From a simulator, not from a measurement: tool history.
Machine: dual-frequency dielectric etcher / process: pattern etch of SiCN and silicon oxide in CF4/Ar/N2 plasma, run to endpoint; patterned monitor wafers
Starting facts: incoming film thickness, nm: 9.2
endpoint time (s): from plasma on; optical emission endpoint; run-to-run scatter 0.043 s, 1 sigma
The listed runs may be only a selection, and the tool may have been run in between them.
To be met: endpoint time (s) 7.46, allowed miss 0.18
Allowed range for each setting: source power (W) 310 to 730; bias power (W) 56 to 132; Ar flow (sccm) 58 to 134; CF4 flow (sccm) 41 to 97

{"run": 1, "hour": 0.0, "source power (W)": 520, "bias power (W)": 94, "Ar flow (sccm)": 96, "CF4 flow (sccm)": 69, "endpoint time (s)": 8.7505}
{"run": 2, "hour": 6.9, "source power (W)": 520, "bias power (W)": 94, "Ar flow (sccm)": 84, "CF4 flow (sccm)": 69, "endpoint time (s)": 8.6729}
{"run": 3, "hour": 12.6, "source power (W)": 440, "bias power (W)": 94, "Ar flow (sccm)": 84, "CF4 flow (sccm)": 69, "endpoint time (s)": 10.237}
{"run": 4, "hour": 15.1, "source power (W)": 480, "bias power (W)": 95, "Ar flow (sccm)": 84, "CF4 flow (sccm)": 69, "endpoint time (s)": 9.3499}
{"run": 5, "hour": 23.5, "source power (W)": 530, "bias power (W)": 95, "Ar flow (sccm)": 84, "CF4 flow (sccm)": 69, "endpoint time (s)": 8.4149}
{"run": 6, "hour": 30.2, "source power (W)": 450, "bias power (W)": 95, "Ar flow (sccm)": 84, "CF4 flow (sccm)": 69, "endpoint time (s)": 9.976}
{"run": 7, "hour": 35.7, "source power (W)": 490, "bias power (W)": 96, "Ar flow (sccm)": 84, "CF4 flow (sccm)": 69, "endpoint time (s)": 9.0129}
{"run": 8, "hour": 43.3, "source power (W)": 510, "bias power (W)": 96, "Ar flow (sccm)": 84, "CF4 flow (sccm)": 69, "endpoint time (s)": 8.7134}
{"run": 9, "hour": 51.7, "source power (W)": 530, "bias power (W)": 96, "Ar flow (sccm)": 84, "CF4 flow (sccm)": 69, "endpoint time (s)": 8.3782}
{"run": 10, "hour": 56.0, "source power (W)": 550, "bias power (W)": 96, "Ar flow (sccm)": 84, "CF4 flow (sccm)": 69, "endpoint time (s)": 8.0423}
{"run": 11, "hour": 61.5, "source power (W)": 560, "bias power (W)": 96, "Ar flow (sccm)": 84, "CF4 flow (sccm)": 69, "endpoint time (s)": 7.96}

4 next moves are on the table. One of them brings every result within its allowed miss. Which?
{"run": "A", "hour": 67.0, "source power (W)": 510, "bias power (W)": 104, "Ar flow (sccm)": 86, "CF4 flow (sccm)": 67, "endpoint time (s)": "?"}
{"run": "B", "hour": 67.0, "source power (W)": 520, "bias power (W)": 100, "Ar flow (sccm)": 76, "CF4 flow (sccm)": 67, "endpoint time (s)": "?"}
{"run": "C", "hour": 67.0, "source power (W)": 540, "bias power (W)": 116, "Ar flow (sccm)": 70, "CF4 flow (sccm)": 79, "endpoint time (s)": "?"}
{"run": "D", "hour": 67.0, "source power (W)": 500, "bias power (W)": 106, "Ar flow (sccm)": 86, "CF4 flow (sccm)": 71, "endpoint time (s)": "?"}

move=A endpoint_time_(s)=8.5653
move=B endpoint_time_(s)=8.4352
move=C endpoint_time_(s)=7.4903
move=D endpoint_time_(s)=8.6104
A: lands further from the targets than the last run did
B: lands further from the targets than the last run did
C: hits every target within its allowed miss
D: lands further from the targets than the last run did
So the answer is move C, the one that meets all the targets.
